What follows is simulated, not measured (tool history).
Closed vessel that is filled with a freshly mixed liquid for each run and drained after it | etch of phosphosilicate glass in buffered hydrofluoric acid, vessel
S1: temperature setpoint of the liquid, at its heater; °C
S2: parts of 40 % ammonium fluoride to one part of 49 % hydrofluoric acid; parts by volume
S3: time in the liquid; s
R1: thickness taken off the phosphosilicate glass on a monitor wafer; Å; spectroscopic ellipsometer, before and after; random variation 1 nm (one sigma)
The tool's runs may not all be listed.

Run 1, hour 0: S1 21 °C, S2 15.5 parts by volume, S3 90 s. Result: R1 3548 Å.
Run 2, hour 3.3: S1 22.5 °C, S2 15.5 parts by volume, S3 90 s. Result: R1 3857.7 Å.
Run 3, hour 6.1: S1 21.5 °C, S2 16 parts by volume, S3 90 s. Result: R1 3512.8 Å.
Run 4, hour 9.2: S1 20.5 °C, S2 16 parts by volume, S3 90 s. Result: R1 3336.4 Å.
Run 5, hour 17.7: S1 20.5 °C, S2 16 parts by volume, S3 100 s. Result: R1 3693.9 Å.
Run 6, hour 19.2: S1 20.5 °C, S2 16 parts by volume, S3 100 s. Result: R1 3708.8 Å.
Run 7, hour 27.6: S1 20 °C, S2 16.5 parts by volume, S3 100 s. Result: R1 3501 Å.
Run 8, hour 33.7: S1 17 °C, S2 21.5 parts by volume, S3 100 s. Result: R1 2317.6 Å.
Run 9, hour 38.2: S1 17 °C, S2 22 parts by volume, S3 100 s. Result: R1 2270.8 Å.

Run 10 comes next. What will it give?
Run 10, hour 43.9: S1 17 °C, S2 23 parts by volume, S3 100 s. Result: R1 ?.

R1: 2230 Å

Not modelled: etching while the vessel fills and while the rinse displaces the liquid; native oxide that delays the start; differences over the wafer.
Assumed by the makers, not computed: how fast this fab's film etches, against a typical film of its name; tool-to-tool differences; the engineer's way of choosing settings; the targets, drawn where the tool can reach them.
